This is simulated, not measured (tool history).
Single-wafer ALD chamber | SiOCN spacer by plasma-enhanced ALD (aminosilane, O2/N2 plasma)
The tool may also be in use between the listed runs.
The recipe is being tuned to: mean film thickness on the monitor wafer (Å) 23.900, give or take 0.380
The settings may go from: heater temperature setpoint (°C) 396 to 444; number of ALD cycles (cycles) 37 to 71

run  hour  heater temperature setpoint (°C)  number of ALD cycles (cycles)  mean film thickness on the monitor wafer (Å)
  1   0.0                               420                             54                                        31.607
  2   4.5                               420                             48                                        28.060
  3  11.6                               420                             52                                        30.395
  4  18.1                               430                             52                                        29.256
  5  23.7                               424                             52                                        29.872
  6  30.9                               424                             55                                        31.715
  7  33.2                               428                             52                                        29.393
  8  39.9                               432                             50                                        28.020
  9  42.5                               435                             48                                        26.452
 10  48.3                               437                             47                                        25.891
 11  50.5                               439                             46                                        25.086
 12  58.7                               440                             46                                        24.987
 13  65.7                               441                             46                                        24.859
 14  67.9                               442                             46                                        24.811

Consider the 4 candidate settings below. Which is the only one whose results all fall within their allowed miss of target?
  A  70.1                               444                             45                                             ?
  B  70.1                               444                             46                                             ?
  C  70.1                               440                             46                                             ?
  D  70.1                               443                             46                                             ?

move  mean film thickness on the monitor wafer (Å)
   A                                        24.025
   B                                        24.559
   C                                        24.939
   D                                        24.654
A: each result inside its tolerance
B: gains on the last run, yet a result remains outside its allowed miss
C: the biggest miss grows against the last run
D: gains on the last run, yet a result remains outside its allowed miss
The right move is A.
